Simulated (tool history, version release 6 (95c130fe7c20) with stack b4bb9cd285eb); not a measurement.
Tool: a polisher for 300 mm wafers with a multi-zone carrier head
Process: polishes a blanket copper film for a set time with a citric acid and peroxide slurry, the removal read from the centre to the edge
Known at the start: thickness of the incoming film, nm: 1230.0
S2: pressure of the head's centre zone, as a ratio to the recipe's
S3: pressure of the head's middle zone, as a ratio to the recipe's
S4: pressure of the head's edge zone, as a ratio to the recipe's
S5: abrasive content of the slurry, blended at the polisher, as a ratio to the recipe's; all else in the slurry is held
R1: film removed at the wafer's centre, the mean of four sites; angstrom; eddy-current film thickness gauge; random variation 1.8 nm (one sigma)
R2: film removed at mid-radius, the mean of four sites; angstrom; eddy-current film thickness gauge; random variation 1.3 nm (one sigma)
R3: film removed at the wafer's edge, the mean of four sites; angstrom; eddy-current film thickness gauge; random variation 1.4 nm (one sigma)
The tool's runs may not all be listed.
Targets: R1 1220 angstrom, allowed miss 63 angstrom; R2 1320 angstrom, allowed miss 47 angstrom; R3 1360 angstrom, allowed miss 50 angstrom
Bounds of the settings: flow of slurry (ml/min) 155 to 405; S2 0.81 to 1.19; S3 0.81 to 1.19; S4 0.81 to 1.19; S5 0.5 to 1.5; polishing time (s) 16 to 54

run 1 hour=0 | flow_of_slurry_(ml/min)=260 S2=1 S3=1 S4=1 S5=1 polishing_time_(s)=35 | R1=1044.9 R2=1081.5 R3=1086.5
run 2 hour=5 | flow_of_slurry_(ml/min)=260 S2=1 S3=1.06 S4=1 S5=1 polishing_time_(s)=35 | R1=1071.8 R2=1131.7 R3=1059.4
run 3 hour=11.2 | flow_of_slurry_(ml/min)=260 S2=0.94 S3=1.06 S4=1 S5=1 polishing_time_(s)=35 | R1=948.53 R2=1117.9 R3=1067.4
run 4 hour=14.2 | flow_of_slurry_(ml/min)=260 S2=0.87 S3=1.06 S4=1 S5=1 polishing_time_(s)=35 | R1=912.35 R2=1130.3 R3=1054
run 5 hour=23.2 | flow_of_slurry_(ml/min)=260 S2=0.87 S3=1.1 S4=1 S5=1 polishing_time_(s)=35 | R1=892.9 R2=1140.2 R3=1077.5
run 6 hour=32.2 | flow_of_slurry_(ml/min)=260 S2=0.87 S3=1.02 S4=1 S5=1 polishing_time_(s)=35 | R1=912.38 R2=1093 R3=1065.3
run 7 hour=35.3 | flow_of_slurry_(ml/min)=260 S2=0.88 S3=1.02 S4=1.01 S5=1.05 polishing_time_(s)=35 | R1=895.03 R2=1120.9 R3=1084.2
run 8 hour=36.8 | flow_of_slurry_(ml/min)=260 S2=0.91 S3=1.01 S4=1.02 S5=1.1 polishing_time_(s)=35 | R1=962.3 R2=1113.3 R3=1122.3

5 next moves are on the table. One of them brings every result within its allowed miss. Which?
run A hour=38.3 | flow_of_slurry_(ml/min)=355 S2=0.85 S3=1.03 S4=1.01 S5=1.3 polishing_time_(s)=38 | R1=? R2=? R3=?
run B hour=38.3 | flow_of_slurry_(ml/min)=270 S2=0.82 S3=0.98 S4=1.04 S5=1.05 polishing_time_(s)=43 | R1=? R2=? R3=?
run C hour=38.3 | flow_of_slurry_(ml/min)=245 S2=0.97 S3=1.02 S4=1.1 S5=0.9 polishing_time_(s)=44 | R1=? R2=? R3=?
run D hour=38.3 | flow_of_slurry_(ml/min)=290 S2=0.82 S3=1.04 S4=0.97 S5=1.3 polishing_time_(s)=41 | R1=? R2=? R3=?
run E hour=38.3 | flow_of_slurry_(ml/min)=250 S2=0.81 S3=1.02 S4=1.12 S5=1.15 polishing_time_(s)=44 | R1=? R2=? R3=?

move=A R1=1066.9 R2=1310.4 R3=1265.6
move=B R1=1067.1 R2=1308.5 R3=1341
move=C R1=1224.1 R2=1309.4 R3=1333.1
move=D R1=1088.5 R2=1400.2 R3=1325.2
move=E R1=1096.4 R2=1407.5 R3=1442
A: nearer than the last run, and not there yet
B: brings the result that was furthest off to its target, and leaves another outside
C: meets every target
D: brings the result that was furthest off to its target, and leaves another outside
E: takes the result that was furthest off past its target
Answer: C
